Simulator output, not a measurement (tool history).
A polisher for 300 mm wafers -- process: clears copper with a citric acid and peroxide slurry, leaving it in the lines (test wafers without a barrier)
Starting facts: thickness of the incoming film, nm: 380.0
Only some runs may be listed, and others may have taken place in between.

run	day	flow of slurry (ml/min)	pressure of the wafer on the pad (kPa)	speed of the pad under the wafer (cm/s)	abrasive content of the slurry	overpolish time after the end point (s)	time until the end point was called (s)	dishing of a wide line in a test structure (angstrom)
1	0.000	240	26.2	126	1.00	28	92.614	626.34
2	0.188	240	26.2	126	0.85	28	92.684	605.37
3	0.454	240	22.8	124	0.85	32	113.000	589.96
4	0.550	240	22.8	124	0.85	40	110.940	704.49
5	0.762	240	22.8	94	0.85	40	134.400	595.64
6	0.825	240	21.4	94	0.85	42	141.960	593.58
7	1.196	240	20.7	94	0.85	43	144.400	587.68
8	1.271	240	20.0	94	0.85	44	153.450	588.38
9	1.567	240	20.0	94	0.85	45	152.700	615.89

For run 10, what comes out?
# day 1.712: head pressure recalibrated
10	1.712	240	19.3	94	0.85	45	?	?

time until the end point was called (s): 165.570
dishing of a wide line in a test structure (angstrom): 552.71

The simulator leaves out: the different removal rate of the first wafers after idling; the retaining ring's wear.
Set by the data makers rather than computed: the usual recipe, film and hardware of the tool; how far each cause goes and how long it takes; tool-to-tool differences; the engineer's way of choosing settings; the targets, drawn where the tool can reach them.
